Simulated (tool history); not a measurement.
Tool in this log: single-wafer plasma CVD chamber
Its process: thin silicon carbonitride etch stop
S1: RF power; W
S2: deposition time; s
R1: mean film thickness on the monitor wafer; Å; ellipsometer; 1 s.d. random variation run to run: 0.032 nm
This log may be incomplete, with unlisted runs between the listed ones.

| run | hour | S1 | S2 | R1 |
|---|---|---|---|---|
| 1 | 0 | 210 | 27.4 | 185.62 |
| 2 | 3.9 | 235 | 27.4 | 192 |
| 3 | 5 | 210 | 27.4 | 184.44 |
| 4 | 9.5 | 210 | 29.2 | 197.3 |
| 5 | 14.3 | 225 | 29.2 | 201.31 |
| 6 | 17.6 | 200 | 29.2 | 193.3 |
| 7 | 23.4 | 195 | 28.1 | 184.83 |
| 8 | 27.2 | 190 | 27.2 | 177.34 |

Predict the results of run 9:
| 9 | 35.7 | 185 | 26.5 | ? |

R1: 170.74 Å
